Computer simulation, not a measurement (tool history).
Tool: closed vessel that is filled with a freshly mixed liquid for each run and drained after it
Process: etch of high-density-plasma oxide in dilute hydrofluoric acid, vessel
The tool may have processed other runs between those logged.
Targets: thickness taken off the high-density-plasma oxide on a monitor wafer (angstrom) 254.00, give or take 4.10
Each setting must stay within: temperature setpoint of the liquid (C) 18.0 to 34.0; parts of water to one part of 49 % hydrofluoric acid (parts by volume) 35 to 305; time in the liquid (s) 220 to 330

run,hour,temperature setpoint of the liquid (C),parts of water to one part of 49 % hydrofluoric acid (parts by volume),time in the liquid (s),thickness taken off the high-density-plasma oxide on a monitor wafer (angstrom)
1,0.0,26.0,170,330,115.21
2,5.6,27.5,155,330,136.41
3,7.8,28.5,145,330,152.79
4,9.6,28.5,85,330,283.87
5,13.7,28.5,125,330,183.30
6,18.2,28.5,170,330,126.63
7,26.5,29.5,160,330,141.75
8,34.6,30.5,150,330,157.99
9,40.9,34.0,90,330,325.86
10,48.7,34.0,90,330,324.20
11,56.9,33.0,90,330,317.85
12,61.4,32.0,90,330,303.04
13,67.0,28.0,90,330,260.16

Next run, 4 choices. One meets every target within its allowed miss, the rest don't. Which?
A,72.6,25.5,85,330,?
B,72.6,27.0,85,330,?
C,72.6,29.5,100,330,?
D,72.6,27.0,85,325,?

move,thickness taken off the high-density-plasma oxide on a monitor wafer (angstrom)
A,253.34
B,268.56
C,245.75
D,264.49
A: in spec on every target
B: further off than the last run
C: takes the biggest miss from the last run beyond its target
D: further off than the last run
Correct choice: A, which meets every target

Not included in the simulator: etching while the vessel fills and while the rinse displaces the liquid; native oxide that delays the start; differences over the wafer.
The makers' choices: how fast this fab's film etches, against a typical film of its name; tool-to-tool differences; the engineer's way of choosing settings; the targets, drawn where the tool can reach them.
